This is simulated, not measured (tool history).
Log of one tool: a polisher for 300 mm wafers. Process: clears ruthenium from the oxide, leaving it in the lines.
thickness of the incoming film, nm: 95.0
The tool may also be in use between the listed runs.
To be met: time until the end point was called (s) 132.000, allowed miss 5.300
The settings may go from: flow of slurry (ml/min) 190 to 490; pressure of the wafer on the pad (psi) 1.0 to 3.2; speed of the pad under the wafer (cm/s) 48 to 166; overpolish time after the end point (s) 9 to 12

run,hour,flow of slurry (ml/min),pressure of the wafer on the pad (psi),speed of the pad under the wafer (cm/s),overpolish time after the end point (s),time until the end point was called (s)
1,0.0,315,2.1,106,12,85.078
2,1.1,315,2.1,106,9,85.691
3,2.8,315,2.0,106,9,89.915
4,10.6,315,2.4,106,9,74.882
5,18.7,315,2.2,106,9,82.665
6,26.6,315,2.1,106,9,84.792
7,32.2,315,2.0,106,9,91.258
8,37.1,315,1.9,106,9,95.021
9,42.0,315,1.8,106,9,100.760
10,47.1,315,1.2,104,9,149.840
11,54.0,315,1.3,104,9,138.350

Which of these 5 next moves meets every target?
A,60.9,225,1.4,94,9,?
B,60.9,300,1.2,102,12,?
C,60.9,240,1.2,110,9,?
D,60.9,360,1.3,96,12,?
E,60.9,305,1.4,102,11,?

move,time until the end point was called (s)
A,144.990
B,150.830
C,143.200
D,146.090
E,130.050
A: further off than the last run
B: further off than the last run
C: further off than the last run
D: further off than the last run
E: meets every target
The right move is E.

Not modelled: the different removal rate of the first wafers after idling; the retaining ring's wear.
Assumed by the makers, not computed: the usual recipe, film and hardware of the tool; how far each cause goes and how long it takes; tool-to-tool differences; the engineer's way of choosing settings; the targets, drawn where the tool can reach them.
